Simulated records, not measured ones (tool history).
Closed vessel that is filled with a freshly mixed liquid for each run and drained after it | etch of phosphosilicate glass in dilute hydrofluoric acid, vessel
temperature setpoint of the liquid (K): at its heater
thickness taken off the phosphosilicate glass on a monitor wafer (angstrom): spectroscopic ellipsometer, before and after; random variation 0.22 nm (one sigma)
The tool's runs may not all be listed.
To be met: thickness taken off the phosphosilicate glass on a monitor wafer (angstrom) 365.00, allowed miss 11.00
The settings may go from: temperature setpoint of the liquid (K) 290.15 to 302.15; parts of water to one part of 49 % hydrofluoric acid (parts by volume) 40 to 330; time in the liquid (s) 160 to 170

run	hour	temperature setpoint of the liquid (K)	parts of water to one part of 49 % hydrofluoric acid (parts by volume)	time in the liquid (s)	thickness taken off the phosphosilicate glass on a monitor wafer (angstrom)
1	0.0	294.15	185	160	538.38
2	3.5	293.65	190	160	506.92
3	6.7	293.65	190	170	541.19
4	8.1	293.65	190	170	538.98
5	9.5	292.15	190	170	511.00
6	12.5	292.15	195	170	492.57
7	14.3	292.15	200	170	479.78
8	20.6	292.15	205	170	465.07
9	28.3	292.15	210	170	451.81
10	28.8	292.15	210	170	456.22
11	37.4	292.15	215	170	439.02

Which of these 5 next moves meets every target?
A	46.0	291.15	230	160	?
B	46.0	292.15	250	160	?
C	46.0	301.15	245	160	?
D	46.0	294.65	185	170	?
E	46.0	290.15	205	160	?

move	thickness taken off the phosphosilicate glass on a monitor wafer (angstrom)
A	367.80
B	345.27
C	489.95
D	580.83
E	405.88
A: meets every target
B: takes the result that was furthest off past its target
C: further off than the last run
D: further off than the last run
E: nearer than the last run, and not there yet
The right move is A.
